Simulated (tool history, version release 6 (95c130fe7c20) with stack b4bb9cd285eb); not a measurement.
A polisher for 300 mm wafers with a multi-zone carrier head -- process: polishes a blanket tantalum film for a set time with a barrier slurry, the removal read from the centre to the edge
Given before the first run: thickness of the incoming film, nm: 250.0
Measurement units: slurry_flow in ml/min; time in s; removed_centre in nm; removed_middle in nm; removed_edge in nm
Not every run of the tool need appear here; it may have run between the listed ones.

run  hour  slurry_flow  centre_zone  middle_zone  edge_zone  slurry_solids  time  removed_centre  removed_middle  removed_edge
  1   0.0          315         1.00         1.00       1.00           1.00    69          81.495          82.276        79.335
  2   6.5          320         1.02         1.01       1.02           1.05    70          86.746          85.407        82.543
  3   9.5          320         1.02         1.01       1.02           1.05    86         105.520         103.860       102.130
  4  14.3          325         1.03         1.02       1.03           1.05    86         107.330         105.660       100.950
  5  15.2          330         1.04         1.02       1.04           1.05    86         107.140         105.170       103.010
  6  18.5          335         1.05         1.02       1.05           1.05    86         108.780         104.960       102.950
  7  21.5          340         1.06         1.02       1.06           1.05    86         110.030         105.340       103.530

Forecast run 8:
  8  24.9          345         1.07         1.02       1.07           1.05    86               ?               ?             ?

Run 8 gave removed_centre 109.730 nm, removed_middle 105.750 nm, removed_edge 104.050 nm.
